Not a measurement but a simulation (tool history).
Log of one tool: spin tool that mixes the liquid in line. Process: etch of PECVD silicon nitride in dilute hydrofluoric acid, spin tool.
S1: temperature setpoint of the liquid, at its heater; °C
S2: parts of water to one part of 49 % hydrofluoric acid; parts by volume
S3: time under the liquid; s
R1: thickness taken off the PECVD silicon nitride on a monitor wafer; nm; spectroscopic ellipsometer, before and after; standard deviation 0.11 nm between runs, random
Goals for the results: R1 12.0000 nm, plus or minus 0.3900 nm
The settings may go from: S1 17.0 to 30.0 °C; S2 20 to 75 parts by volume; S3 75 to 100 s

Run 1, hour 0.0: S1 22.0 °C, S2 45 parts by volume, S3 100 s. Result: R1 6.3081 nm.
Run 2, hour 3.2: S1 20.5 °C, S2 45 parts by volume, S3 100 s. Result: R1 5.7027 nm.
Run 3, hour 12.1: S1 23.0 °C, S2 45 parts by volume, S3 100 s. Result: R1 6.7503 nm.
Run 4, hour 13.1: S1 23.0 °C, S2 35 parts by volume, S3 100 s. Result: R1 8.5480 nm.
Run 5, hour 14.6: S1 23.0 °C, S2 35 parts by volume, S3 75 s. Result: R1 6.3598 nm.
Run 6, hour 22.4: S1 25.0 °C, S2 30 parts by volume, S3 75 s. Result: R1 8.6378 nm.
Run 7, hour 27.5: S1 26.5 °C, S2 30 parts by volume, S3 75 s. Result: R1 9.6200 nm.
Run 8, hour 33.2: S1 27.5 °C, S2 30 parts by volume, S3 75 s. Result: R1 10.2880 nm.

Exactly one of the 4 candidate moves below puts every result within its allowed miss. Which one?
Run A, hour 38.9: S1 29.0 °C, S2 30 parts by volume, S3 85 s. Result: R1 ?.
Run B, hour 38.9: S1 28.0 °C, S2 30 parts by volume, S3 85 s. Result: R1 ?.
Run C, hour 38.9: S1 21.5 °C, S2 30 parts by volume, S3 100 s. Result: R1 ?.
Run D, hour 38.9: S1 28.0 °C, S2 30 parts by volume, S3 90 s. Result: R1 ?.

move       R1
   A  12.7620
   B  11.9470
   C   9.0474
   D  12.6500
A: takes the result that was furthest off past its target
B: every result lands within tolerance
C: further off than the last run
D: takes the result that was furthest off past its target
Move B is the one to make.
